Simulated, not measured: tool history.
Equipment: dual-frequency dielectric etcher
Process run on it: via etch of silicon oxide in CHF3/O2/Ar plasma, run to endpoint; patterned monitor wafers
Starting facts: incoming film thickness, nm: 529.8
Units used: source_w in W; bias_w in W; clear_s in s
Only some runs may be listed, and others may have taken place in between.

Run 1, day 0: source_w 900 W, bias_w 217 W. Result: clear_s 215.23 s.
Run 2, day 0.246: source_w 900 W, bias_w 255 W. Result: clear_s 204.84 s.
Run 3, day 0.358: source_w 940 W, bias_w 258 W. Result: clear_s 201.11 s.
Run 4, day 0.55: source_w 970 W, bias_w 261 W. Result: clear_s 198.22 s.
Run 5, day 0.708: source_w 840 W, bias_w 261 W. Result: clear_s 206.83 s.
Run 6, day 0.767: source_w 1000 W, bias_w 261 W. Result: clear_s 195.07 s.
Run 7, day 1.083: source_w 1030 W, bias_w 263 W. Result: clear_s 191.77 s.
At day 1.321: wet clean of the chamber.
Run 8, day 1.321: source_w 1050 W, bias_w 264 W. Result: clear_s 186.49 s.
Run 9, day 1.396: source_w 1060 W, bias_w 265 W. Result: clear_s 185.33 s.
Run 10, day 1.458: source_w 1070 W, bias_w 265 W. Result: clear_s 184.44 s.

Estimate the outcome of run 11 from the log above:
Run 11, day 1.733: source_w 1080 W, bias_w 265 W. Result: clear_s ?.

Run 11 gave clear_s 185.37 s.
